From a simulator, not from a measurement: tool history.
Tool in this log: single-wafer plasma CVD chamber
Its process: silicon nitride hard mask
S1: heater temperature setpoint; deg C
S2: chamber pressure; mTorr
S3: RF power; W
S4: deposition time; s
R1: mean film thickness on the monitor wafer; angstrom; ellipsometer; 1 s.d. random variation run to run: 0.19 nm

run,day,S1,S2,S3,S4,R1
1,0,375,2050,345,72.9,1004.8
2,0.35,370,2050,345,72.9,1007.5
3,0.646,370,2050,345,72.9,1004.7
4,0.992,364,2050,345,72.9,1006.6
5,1.121,364,2050,345,75.3,1044.3
6,1.162,364,2050,305,75.3,988.31
7,1.342,364,1930,295,75.2,951.35

Expected results for the next run?
8,1.708,364,1850,290,75.1,?

{"run 8": {"R1": 926.49}}
